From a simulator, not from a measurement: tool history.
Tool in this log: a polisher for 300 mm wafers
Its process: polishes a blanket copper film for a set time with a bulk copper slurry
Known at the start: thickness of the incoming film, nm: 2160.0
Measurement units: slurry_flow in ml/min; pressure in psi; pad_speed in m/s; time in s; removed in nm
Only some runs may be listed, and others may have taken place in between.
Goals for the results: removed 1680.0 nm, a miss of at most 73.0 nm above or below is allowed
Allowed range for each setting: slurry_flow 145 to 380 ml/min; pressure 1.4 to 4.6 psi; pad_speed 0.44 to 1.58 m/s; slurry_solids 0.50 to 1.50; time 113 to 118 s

run,hour,slurry_flow,pressure,pad_speed,slurry_solids,time,removed
1,0.0,245,3.0,1.00,1.00,113,1251.7
2,3.1,290,3.0,1.00,1.00,113,1252.8
3,11.1,290,2.6,1.00,1.00,113,1103.6
4,15.9,290,3.0,1.02,1.00,113,1253.3
5,20.7,335,3.0,1.02,1.00,113,1289.1
6,29.5,335,3.3,1.02,1.00,113,1411.7
7,30.3,335,3.5,1.02,1.00,113,1529.2
8,36.4,335,3.6,1.02,1.00,113,1524.2
9,42.1,335,3.7,1.02,1.00,113,1553.8

Which single option among these 4 for the next run brings every result within its allowed miss of target? Just one does.
A,47.8,320,3.8,0.80,1.20,118,?
B,47.8,380,4.3,1.08,0.90,115,?
C,47.8,330,3.8,1.12,0.85,113,?
D,47.8,330,3.7,0.86,0.90,113,?

move,removed
A,1375.1
B,1909.1
C,1691.6
D,1293.9
A: moves away from the targets compared with the last run
B: takes the biggest miss from the last run beyond its target
C: meets every target
D: moves away from the targets compared with the last run
The right move is C.

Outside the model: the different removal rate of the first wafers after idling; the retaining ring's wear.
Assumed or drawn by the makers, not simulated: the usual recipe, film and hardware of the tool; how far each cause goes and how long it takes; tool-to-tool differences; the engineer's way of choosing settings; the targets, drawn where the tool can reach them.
